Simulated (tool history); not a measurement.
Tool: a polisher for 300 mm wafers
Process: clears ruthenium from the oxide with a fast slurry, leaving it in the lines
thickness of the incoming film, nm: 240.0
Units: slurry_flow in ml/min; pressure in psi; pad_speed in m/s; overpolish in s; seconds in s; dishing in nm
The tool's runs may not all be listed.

{"run": 1, "hour": 0.0, "slurry_flow": 265, "pressure": 2.7, "pad_speed": 1.08, "slurry_solids": 1.0, "overpolish": 15, "seconds": 65.579, "dishing": 48.499}
{"run": 2, "hour": 4.6, "slurry_flow": 265, "pressure": 2.4, "pad_speed": 1.06, "slurry_solids": 1.0, "overpolish": 17, "seconds": 71.165, "dishing": 47.317}
{"run": 3, "hour": 7.2, "slurry_flow": 265, "pressure": 2.1, "pad_speed": 1.02, "slurry_solids": 1.0, "overpolish": 19, "seconds": 83.315, "dishing": 45.165}
{"run": 4, "hour": 11.5, "slurry_flow": 305, "pressure": 2.1, "pad_speed": 1.02, "slurry_solids": 1.0, "overpolish": 19, "seconds": 84.472, "dishing": 45.012}
{"run": 5, "hour": 17.5, "slurry_flow": 305, "pressure": 1.6, "pad_speed": 1.02, "slurry_solids": 1.0, "overpolish": 19, "seconds": 104.23, "dishing": 35.043}
{"run": 6, "hour": 20.6, "slurry_flow": 305, "pressure": 1.6, "pad_speed": 1.02, "slurry_solids": 0.9, "overpolish": 19, "seconds": 116.05, "dishing": 34.484}
{"run": 7, "hour": 24.3, "slurry_flow": 305, "pressure": 1.8, "pad_speed": 1.02, "slurry_solids": 0.9, "overpolish": 20, "seconds": 102.92, "dishing": 38.445}
{"run": 8, "hour": 27.7, "slurry_flow": 305, "pressure": 1.9, "pad_speed": 1.02, "slurry_solids": 0.9, "overpolish": 21, "seconds": 101.37, "dishing": 41.906}

Run 9 comes next. What will it give?
{"run": 9, "hour": 30.2, "slurry_flow": 305, "pressure": 2.0, "pad_speed": 1.02, "slurry_solids": 0.9, "overpolish": 21, "seconds": "?", "dishing": "?"}

{"run 9": {"seconds": 92.768, "dishing": 43.913}}
